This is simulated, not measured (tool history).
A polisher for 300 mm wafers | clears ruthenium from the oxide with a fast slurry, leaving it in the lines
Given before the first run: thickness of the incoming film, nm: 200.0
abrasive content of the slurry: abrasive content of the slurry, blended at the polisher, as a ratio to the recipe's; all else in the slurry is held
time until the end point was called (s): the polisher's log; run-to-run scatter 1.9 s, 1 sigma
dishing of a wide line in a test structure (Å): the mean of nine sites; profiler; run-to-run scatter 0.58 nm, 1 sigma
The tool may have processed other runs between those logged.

run,hour,flow of slurry (ml/min),pressure of the wafer on the pad (kPa),speed of the pad under the wafer (m/s),abrasive content of the slurry,overpolish time after the end point (s),time until the end point was called (s),dishing of a wide line in a test structure (Å)
1,0,320,12.4,1.18,1,28,61.941,707.47
2,5.2,370,12.4,1.18,1,28,59.882,724.85
3,10.9,370,12.4,1.18,0.85,28,65.139,663.28
4,18.3,370,11.7,1.16,0.85,27,70.177,633.69
5,22.4,370,11,1.14,0.85,25,73.828,555.28
6,31,370,11,1.14,0.7,25,80.451,525.33
7,35.8,370,10.3,1.14,0.7,24,86.369,476.94
8,38.8,370,10.3,1.14,0.7,24,85.817,474.77
9,45.4,370,9.7,1.14,0.7,24,93.875,446.26
# hour 50.9: head pressure recalibrated
10,50.9,370,6.2,1.12,0.7,19,149.58,232.47

Run 11, settings as shown, results not yet in. Your forecast:
11,57.8,365,6.9,1.12,0.7,21,?,?

Logged for run 11: time until the end point was called (s) 136.74, dishing of a wide line in a test structure (Å) 289.23.
